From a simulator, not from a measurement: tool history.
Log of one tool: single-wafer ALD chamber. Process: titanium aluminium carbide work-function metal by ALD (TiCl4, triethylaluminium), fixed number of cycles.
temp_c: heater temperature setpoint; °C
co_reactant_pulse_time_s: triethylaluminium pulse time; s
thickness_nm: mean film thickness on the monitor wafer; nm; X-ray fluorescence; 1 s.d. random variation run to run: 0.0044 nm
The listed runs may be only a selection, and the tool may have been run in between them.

Run 1, day 0.000: temp_c 295 °C, co_reactant_pulse_time_s 10.53 s. Result: thickness_nm 1.9029 nm.
Run 2, day 0.096: temp_c 287 °C, co_reactant_pulse_time_s 10.53 s. Result: thickness_nm 1.8368 nm.
Run 3, day 0.362: temp_c 283 °C, co_reactant_pulse_time_s 8.93 s. Result: thickness_nm 1.7449 nm.
Run 4, day 0.696: temp_c 280 °C, co_reactant_pulse_time_s 7.72 s. Result: thickness_nm 1.6286 nm.
Run 5, day 0.875: temp_c 278 °C, co_reactant_pulse_time_s 7.48 s. Result: thickness_nm 1.5792 nm.
Run 6, day 0.942: temp_c 277 °C, co_reactant_pulse_time_s 7.45 s. Result: thickness_nm 1.5667 nm.
Run 7, day 1.108: temp_c 276 °C, co_reactant_pulse_time_s 7.43 s. Result: thickness_nm 1.5536 nm.
Run 8, day 1.400: temp_c 275 °C, co_reactant_pulse_time_s 7.41 s. Result: thickness_nm 1.5483 nm.

Estimate the outcome of run 9 from the log above:
Run 9, day 1.600: temp_c 271 °C, co_reactant_pulse_time_s 6.49 s. Result: thickness_nm ?.

Run 9 produced thickness_nm 1.3887 nm.

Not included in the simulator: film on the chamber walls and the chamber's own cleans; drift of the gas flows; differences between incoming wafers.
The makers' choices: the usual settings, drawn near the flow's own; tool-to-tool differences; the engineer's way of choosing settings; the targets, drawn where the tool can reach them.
